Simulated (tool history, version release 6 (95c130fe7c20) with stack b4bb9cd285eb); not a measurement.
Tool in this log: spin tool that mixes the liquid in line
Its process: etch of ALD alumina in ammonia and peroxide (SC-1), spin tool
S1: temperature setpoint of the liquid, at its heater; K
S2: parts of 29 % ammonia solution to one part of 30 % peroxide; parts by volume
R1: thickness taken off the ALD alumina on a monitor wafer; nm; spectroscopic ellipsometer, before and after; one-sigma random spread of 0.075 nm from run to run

run 1 hour=0.0 | S1=327.15 S2=0.75 time_under_the_liquid_(s)=285 | R1=16.329
run 2 hour=7.1 | S1=327.65 S2=0.75 time_under_the_liquid_(s)=285 | R1=16.782
run 3 hour=13.7 | S1=328.15 S2=0.75 time_under_the_liquid_(s)=285 | R1=17.234
run 4 hour=19.2 | S1=332.15 S2=0.75 time_under_the_liquid_(s)=285 | R1=21.142
run 5 hour=21.7 | S1=327.65 S2=0.75 time_under_the_liquid_(s)=285 | R1=16.730
run 6 hour=24.5 | S1=328.15 S2=0.75 time_under_the_liquid_(s)=285 | R1=17.241
-- hour=26.7 thermometer replaced
run 7 hour=26.7 | S1=328.65 S2=0.75 time_under_the_liquid_(s)=285 | R1=16.241

The next listed run, before its measurement:
run 8 hour=31.1 | S1=328.65 S2=0.75 time_under_the_liquid_(s)=285 | R1=?

{"run 8": {"R1": 16.233}}
